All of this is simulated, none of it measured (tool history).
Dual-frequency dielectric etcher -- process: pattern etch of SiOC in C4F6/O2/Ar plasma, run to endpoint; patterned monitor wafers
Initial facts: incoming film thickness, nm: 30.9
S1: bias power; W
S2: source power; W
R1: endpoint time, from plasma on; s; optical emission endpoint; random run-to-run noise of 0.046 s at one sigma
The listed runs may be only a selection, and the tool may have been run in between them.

run 1 hour=0 | S1=621 S2=360 | R1=10.859
run 2 hour=0.7 | S1=561 S2=360 | R1=11.508
run 3 hour=3.3 | S1=561 S2=390 | R1=11.228
run 4 hour=5.8 | S1=465 S2=390 | R1=12.32
-- hour=7 wet clean of the chamber
run 5 hour=7 | S1=571 S2=390 | R1=10.78
run 6 hour=9.9 | S1=612 S2=390 | R1=10.301
run 7 hour=10.9 | S1=736 S2=400 | R1=9.338

Estimate the outcome of run 8 from the log above:
run 8 hour=15.2 | S1=748 S2=400 | R1=?

For run 8 the tool returned R1 9.3465 s.

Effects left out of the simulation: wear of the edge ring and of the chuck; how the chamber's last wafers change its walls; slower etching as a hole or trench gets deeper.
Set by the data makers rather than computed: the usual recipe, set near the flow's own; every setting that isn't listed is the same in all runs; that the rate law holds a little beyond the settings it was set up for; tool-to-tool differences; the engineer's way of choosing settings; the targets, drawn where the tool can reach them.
